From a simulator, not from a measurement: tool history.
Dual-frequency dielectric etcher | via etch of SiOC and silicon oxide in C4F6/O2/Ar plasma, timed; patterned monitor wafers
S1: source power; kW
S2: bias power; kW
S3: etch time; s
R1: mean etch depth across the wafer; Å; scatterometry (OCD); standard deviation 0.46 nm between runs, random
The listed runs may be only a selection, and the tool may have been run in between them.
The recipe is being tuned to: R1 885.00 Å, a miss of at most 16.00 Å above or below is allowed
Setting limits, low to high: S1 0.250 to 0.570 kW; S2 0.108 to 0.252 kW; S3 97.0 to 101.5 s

run	hour	S1	S2	S3	R1
1	0.0	0.410	0.180	97.0	1028.40
2	1.0	0.410	0.180	101.5	1068.70
3	7.4	0.410	0.209	101.5	1143.10
4	10.2	0.410	0.209	101.5	1142.90
5	14.1	0.340	0.209	101.5	1083.70
6	16.5	0.330	0.202	101.5	1053.60
7	23.9	0.320	0.197	101.5	1028.10
8	24.8	0.310	0.193	101.5	1014.20
9	32.0	0.250	0.157	100.0	852.99
10	36.5	0.290	0.159	100.0	912.60

Which of these 5 next moves meets every target?
A	41.0	0.270	0.198	97.5	?
B	41.0	0.290	0.178	100.0	?
C	41.0	0.270	0.156	101.5	?
D	41.0	0.330	0.165	99.0	?
E	41.0	0.280	0.186	97.5	?

move	R1
A	949.57
B	949.84
C	893.33
D	945.47
E	934.18
A: misses by more than the last run did
B: misses by more than the last run did
C: all results land within tolerance of their targets
D: misses by more than the last run did
E: misses by more than the last run did
Go with C: it meets all targets.
